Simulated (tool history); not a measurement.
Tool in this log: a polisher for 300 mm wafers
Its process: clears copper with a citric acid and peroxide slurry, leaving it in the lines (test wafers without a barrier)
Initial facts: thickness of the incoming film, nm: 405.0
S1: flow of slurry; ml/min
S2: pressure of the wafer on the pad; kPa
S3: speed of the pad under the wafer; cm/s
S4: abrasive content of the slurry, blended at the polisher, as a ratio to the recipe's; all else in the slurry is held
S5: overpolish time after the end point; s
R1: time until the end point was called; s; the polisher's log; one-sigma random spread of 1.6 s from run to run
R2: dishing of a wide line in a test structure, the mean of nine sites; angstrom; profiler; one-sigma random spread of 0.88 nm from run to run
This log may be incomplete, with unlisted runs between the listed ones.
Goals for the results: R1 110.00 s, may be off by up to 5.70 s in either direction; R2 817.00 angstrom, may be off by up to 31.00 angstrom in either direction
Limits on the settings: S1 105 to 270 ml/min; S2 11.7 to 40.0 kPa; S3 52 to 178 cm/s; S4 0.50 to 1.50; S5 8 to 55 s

Run 1, hour 0.0: S1 175 ml/min, S2 25.5 kPa, S3 114 cm/s, S4 1.00, S5 28 s. Result: R1 127.81 s, R2 514.30 angstrom.
Run 2, hour 2.3: S1 175 ml/min, S2 25.5 kPa, S3 114 cm/s, S4 1.15, S5 28 s. Result: R1 123.38 s, R2 520.33 angstrom.
Run 3, hour 6.2: S1 170 ml/min, S2 26.2 kPa, S3 114 cm/s, S4 1.10, S5 30 s. Result: R1 119.53 s, R2 572.53 angstrom.
Run 4, hour 12.8: S1 170 ml/min, S2 26.2 kPa, S3 90 cm/s, S4 1.10, S5 30 s. Result: R1 145.66 s, R2 488.13 angstrom.
Run 5, hour 17.7: S1 165 ml/min, S2 27.6 kPa, S3 90 cm/s, S4 1.10, S5 31 s. Result: R1 138.38 s, R2 523.66 angstrom.
Run 6, hour 26.5: S1 160 ml/min, S2 28.3 kPa, S3 90 cm/s, S4 1.10, S5 32 s. Result: R1 132.94 s, R2 553.28 angstrom.
Run 7, hour 27.0: S1 160 ml/min, S2 29.0 kPa, S3 90 cm/s, S4 1.10, S5 33 s. Result: R1 130.33 s, R2 571.74 angstrom.
Run 8, hour 28.1: S1 160 ml/min, S2 29.6 kPa, S3 90 cm/s, S4 1.10, S5 34 s. Result: R1 127.90 s, R2 591.98 angstrom.
Run 9, hour 34.0: S1 160 ml/min, S2 30.3 kPa, S3 90 cm/s, S4 1.10, S5 35 s. Result: R1 126.08 s, R2 624.47 angstrom.
Run 10, hour 36.8: S1 160 ml/min, S2 31.0 kPa, S3 90 cm/s, S4 1.10, S5 36 s. Result: R1 123.42 s, R2 656.49 angstrom.
Run 11, hour 45.0: S1 165 ml/min, S2 34.5 kPa, S3 90 cm/s, S4 1.10, S5 41 s. Result: R1 112.19 s, R2 786.65 angstrom.

Exactly one of the 5 candidate moves below puts every result within its allowed miss. Which one?
Run A, hour 53.2: S1 135 ml/min, S2 40.0 kPa, S3 72 cm/s, S4 1.05, S5 42 s. Result: R1 ?, R2 ?.
Run B, hour 53.2: S1 120 ml/min, S2 35.2 kPa, S3 92 cm/s, S4 1.00, S5 40 s. Result: R1 ?, R2 ?.
Run C, hour 53.2: S1 155 ml/min, S2 34.5 kPa, S3 98 cm/s, S4 0.95, S5 38 s. Result: R1 ?, R2 ?.
Run D, hour 53.2: S1 220 ml/min, S2 40.0 kPa, S3 74 cm/s, S4 0.95, S5 43 s. Result: R1 ?, R2 ?.
Run E, hour 53.2: S1 165 ml/min, S2 35.9 kPa, S3 78 cm/s, S4 1.10, S5 41 s. Result: R1 ?, R2 ?.

move      R1      R2
   A  118.01  749.77
   B  114.05  734.55
   C  107.41  738.19
   D  110.74  800.48
   E  118.59  727.92
A: lands further from the targets than the last run did
B: lands further from the targets than the last run did
C: lands further from the targets than the last run did
D: all results in spec
E: lands further from the targets than the last run did
The move that meets every target is D.
